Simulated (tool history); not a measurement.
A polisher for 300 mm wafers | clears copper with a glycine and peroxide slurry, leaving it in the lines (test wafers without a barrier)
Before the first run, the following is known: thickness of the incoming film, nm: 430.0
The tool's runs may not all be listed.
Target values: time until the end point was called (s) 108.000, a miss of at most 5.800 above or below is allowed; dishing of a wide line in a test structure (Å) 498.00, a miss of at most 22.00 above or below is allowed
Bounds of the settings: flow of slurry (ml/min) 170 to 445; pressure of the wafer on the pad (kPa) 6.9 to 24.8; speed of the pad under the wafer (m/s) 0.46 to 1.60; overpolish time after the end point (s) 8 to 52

run  hour  flow of slurry (ml/min)  pressure of the wafer on the pad (kPa)  speed of the pad under the wafer (m/s)  overpolish time after the end point (s)  time until the end point was called (s)  dishing of a wide line in a test structure (Å)
  1   0.0                      285                                    15.9                                    1.02                                       26                                   83.319                                          625.47
  2   8.7                      285                                    14.5                                    1.02                                       24                                   91.664                                          586.89
  3  14.7                      285                                    14.5                                    1.02                                       31                                   89.475                                          645.88
  4  21.4                      285                                    13.1                                    1.02                                       27                                   96.214                                          599.19
  5  30.1                      285                                    12.4                                    1.02                                       24                                  101.320                                          544.30
  6  30.8                      285                                    12.4                                    1.02                                       33                                  102.130                                          635.26
     32.3  -- slurry nozzle cleaned
  7  32.3                      285                                    11.7                                    1.04                                       29                                  100.230                                          606.88
  8  37.2                      285                                    11.0                                    1.04                                       26                                  104.800                                          566.26
  9  43.3                      285                                    11.0                                    1.04                                       24                                  104.490                                          546.67

5 next moves are on the table. One of them brings every result within its allowed miss. Which?
  A  49.4                      240                                    11.0                                    1.12                                       37                                        ?                                               ?
  B  49.4                      330                                    13.8                                    0.84                                       24                                        ?                                               ?
  C  49.4                      330                                     8.3                                    1.26                                       38                                        ?                                               ?
  D  49.4                      265                                    11.7                                    0.92                                       22                                        ?                                               ?
  E  49.4                      305                                    12.4                                    1.04                                       25                                        ?                                               ?

move  time until the end point was called (s)  dishing of a wide line in a test structure (Å)
   A                                  102.590                                          671.54
   B                                  101.960                                          562.53
   C                                  113.160                                          644.10
   D                                  110.610                                          506.58
   E                                   96.217                                          583.17
A: lands further from the targets than the last run did
B: lands further from the targets than the last run did
C: lands further from the targets than the last run did
D: every result lands within tolerance
E: lands further from the targets than the last run did
Move D is the one to make.

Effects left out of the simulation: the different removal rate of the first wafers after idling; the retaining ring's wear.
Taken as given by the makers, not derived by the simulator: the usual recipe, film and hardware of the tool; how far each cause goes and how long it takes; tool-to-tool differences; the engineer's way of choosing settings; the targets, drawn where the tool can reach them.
